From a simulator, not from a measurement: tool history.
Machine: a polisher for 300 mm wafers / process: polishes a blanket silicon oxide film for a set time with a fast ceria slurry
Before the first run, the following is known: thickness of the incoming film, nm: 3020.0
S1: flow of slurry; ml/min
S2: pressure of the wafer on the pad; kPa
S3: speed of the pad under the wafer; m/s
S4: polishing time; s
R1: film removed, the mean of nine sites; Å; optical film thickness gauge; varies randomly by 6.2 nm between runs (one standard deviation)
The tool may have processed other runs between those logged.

{"run": 1, "hour": 0.0, "S1": 310, "S2": 11.7, "S3": 0.96, "S4": 58, "R1": 6192.2}
{"run": 2, "hour": 5.1, "S1": 310, "S2": 12.4, "S3": 0.96, "S4": 58, "R1": 6554.3}
{"run": 3, "hour": 12.9, "S1": 265, "S2": 12.4, "S3": 0.96, "S4": 58, "R1": 6490}
{"run": 4, "hour": 14.1, "S1": 265, "S2": 9.7, "S3": 0.96, "S4": 58, "R1": 5151.7}
{"run": 5, "hour": 17.6, "S1": 265, "S2": 9.7, "S3": 0.96, "S4": 58, "R1": 5058.8}
{"run": 6, "hour": 19.0, "S1": 270, "S2": 11, "S3": 0.96, "S4": 58, "R1": 5742.9}
{"run": 7, "hour": 21.3, "S1": 275, "S2": 11.7, "S3": 0.96, "S4": 58, "R1": 6200.9}
{"run": 8, "hour": 26.0, "S1": 275, "S2": 12.4, "S3": 0.96, "S4": 58, "R1": 6506.6}

Run 9, settings as shown, results not yet in. Your forecast:
{"run": 9, "hour": 30.7, "S1": 275, "S2": 13.1, "S3": 0.96, "S4": 58, "R1": "?"}

{"run 9": {"R1": 6780}}
